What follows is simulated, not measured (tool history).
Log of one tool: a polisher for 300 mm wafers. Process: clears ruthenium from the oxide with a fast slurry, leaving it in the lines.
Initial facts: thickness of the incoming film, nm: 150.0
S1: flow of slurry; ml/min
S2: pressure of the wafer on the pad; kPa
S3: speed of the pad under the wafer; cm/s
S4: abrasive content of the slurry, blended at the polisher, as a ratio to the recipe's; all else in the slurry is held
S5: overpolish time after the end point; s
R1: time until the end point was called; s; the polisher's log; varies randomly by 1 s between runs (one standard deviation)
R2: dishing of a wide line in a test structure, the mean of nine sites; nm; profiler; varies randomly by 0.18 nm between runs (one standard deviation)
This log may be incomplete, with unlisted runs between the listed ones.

{"run": 1, "hour": 0.0, "S1": 195, "S2": 12.4, "S3": 112, "S4": 1.0, "S5": 15, "R1": 40.467, "R2": 41.374}
{"run": 2, "hour": 2.3, "S1": 195, "S2": 11.7, "S3": 102, "S4": 1.0, "S5": 12, "R1": 47.485, "R2": 30.706}
{"run": 3, "hour": 6.3, "S1": 230, "S2": 11.7, "S3": 102, "S4": 1.0, "S5": 12, "R1": 45.946, "R2": 31.626}
{"run": 4, "hour": 13.0, "S1": 230, "S2": 11.7, "S3": 102, "S4": 1.2, "S5": 12, "R1": 41.405, "R2": 34.437}
{"run": 5, "hour": 21.8, "S1": 195, "S2": 11.0, "S3": 96, "S4": 1.2, "S5": 10, "R1": 48.737, "R2": 25.208}
{"run": 6, "hour": 23.1, "S1": 195, "S2": 11.0, "S3": 96, "S4": 1.35, "S5": 10, "R1": 45.97, "R2": 26.632}
{"run": 7, "hour": 26.2, "S1": 250, "S2": 10.3, "S3": 88, "S4": 1.1, "S5": 4, "R1": 56.646, "R2": 9.2889}
{"run": 8, "hour": 32.5, "S1": 235, "S2": 11.0, "S3": 88, "S4": 1.1, "S5": 4, "R1": 53.841, "R2": 9.8952}
{"run": 9, "hour": 40.8, "S1": 220, "S2": 11.0, "S3": 90, "S4": 1.1, "S5": 4, "R1": 50.491, "R2": 9.9241}
{"run": 10, "hour": 46.6, "S1": 220, "S2": 11.0, "S3": 92, "S4": 1.15, "S5": 4, "R1": 51.663, "R2": 10.163}

What does the tool deliver on the next run?
{"run": 11, "hour": 50.5, "S1": 220, "S2": 11.0, "S3": 92, "S4": 1.2, "S5": 4, "R1": "?", "R2": "?"}

{"run 11": {"R1": 49.049, "R2": 10.796}}

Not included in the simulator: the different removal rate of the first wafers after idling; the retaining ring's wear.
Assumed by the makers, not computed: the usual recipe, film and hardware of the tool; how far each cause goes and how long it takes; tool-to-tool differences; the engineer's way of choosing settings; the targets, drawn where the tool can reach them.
